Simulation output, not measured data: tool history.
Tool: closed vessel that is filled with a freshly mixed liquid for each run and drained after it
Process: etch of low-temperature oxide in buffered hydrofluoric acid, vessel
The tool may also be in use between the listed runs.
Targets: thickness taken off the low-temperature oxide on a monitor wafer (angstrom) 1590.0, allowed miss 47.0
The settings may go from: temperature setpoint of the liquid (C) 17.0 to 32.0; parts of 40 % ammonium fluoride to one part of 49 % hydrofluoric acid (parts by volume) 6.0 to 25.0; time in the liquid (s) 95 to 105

run	day	temperature setpoint of the liquid (C)	parts of 40 % ammonium fluoride to one part of 49 % hydrofluoric acid (parts by volume)	time in the liquid (s)	thickness taken off the low-temperature oxide on a monitor wafer (angstrom)
1	0.000	24.0	15.5	95	1876.6
2	0.254	24.0	12.0	95	2456.5
3	0.521	27.0	12.0	95	2869.4
4	0.833	27.0	15.5	95	2233.8
5	0.933	27.0	15.5	105	2464.5
6	1.271	27.0	17.0	105	2253.1
7	1.354	25.0	17.0	105	2003.6
8	1.500	23.5	17.0	105	1854.6
9	1.750	22.5	17.0	105	1765.7

5 next moves are on the table. One of them brings every result within its allowed miss. Which?
A	2.000	20.5	17.0	105	?
B	2.000	24.0	21.0	100	?
C	2.000	24.0	17.0	105	?
D	2.000	23.5	16.0	100	?
E	2.000	24.5	17.5	100	?

move	thickness taken off the low-temperature oxide on a monitor wafer (angstrom)
A	1583.5
B	1507.7
C	1921.6
D	1890.2
E	1827.8
A: meets every target
B: takes the result that was furthest off past its target
C: further off than the last run
D: further off than the last run
E: further off than the last run
The right move is A.
